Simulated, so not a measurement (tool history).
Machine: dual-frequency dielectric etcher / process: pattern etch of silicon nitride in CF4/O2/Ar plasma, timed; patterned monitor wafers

run  hour  source power (kW)  bias power (kW)  Ar flow (sccm)  CF4 flow (sccm)  etch time (s)  mean etch depth across the wafer (Å)
  1     0               0.71            0.055             123              118          340.5                                9988.6
  2   5.3               0.69            0.055             123              118          340.5                                9750.6
  3     7               0.69            0.055             123              128          340.5                                9813.8
  4    12               0.67            0.055             123              128          340.5                                9692.5
  5  16.4               0.67            0.055             102              128          340.5                                 10020
  6  22.5                0.8            0.055             102              128          340.5                                 11074
  7  27.3               0.76            0.055             102              128          340.5                                 10770
  8  31.9               0.73            0.055             102              128          340.5                                 10567
  9  39.6               0.59            0.054             102              128          340.5                                9209.7

What does the tool deliver on the next run?
 10  46.6               0.57            0.054             102              128          340.5                                     ?

mean etch depth across the wafer (Å): 9069.7

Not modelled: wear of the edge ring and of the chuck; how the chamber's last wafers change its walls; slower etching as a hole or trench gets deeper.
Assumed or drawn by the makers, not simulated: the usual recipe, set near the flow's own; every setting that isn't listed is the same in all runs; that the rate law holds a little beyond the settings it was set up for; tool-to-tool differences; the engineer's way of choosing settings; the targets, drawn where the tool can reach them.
